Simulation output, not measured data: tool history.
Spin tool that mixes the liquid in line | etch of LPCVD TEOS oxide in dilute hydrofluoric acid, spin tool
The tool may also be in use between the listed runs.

run  hour  temperature setpoint of the liquid (K)  parts of water to one part of 49 % hydrofluoric acid (parts by volume)  time under the liquid (s)  thickness taken off the LPCVD TEOS oxide on a monitor wafer (nm)
  1     0                                  294.15                                                                     120                         75                                                            13.257
  2   6.3                                  294.15                                                                     120                         80                                                            13.989
  3  14.1                                  295.65                                                                     110                         80                                                            16.392
  4  15.5                                  294.15                                                                     110                         80                                                            15.723
  5  18.4                                  294.15                                                                     110                         75                                                            14.746
  6  24.8                                  295.15                                                                     100                         75                                                            17.052
  7  27.5                                  296.15                                                                      95                         75                                                            18.627
  8  32.7                                  297.15                                                                      90                         75                                                            20.637

Run 9 comes next. What will it give?
  9  40.3                                  298.15                                                                      90                         75                                                                 ?

{"run 9": {"thickness taken off the LPCVD TEOS oxide on a monitor wafer (nm)": 21.463}}
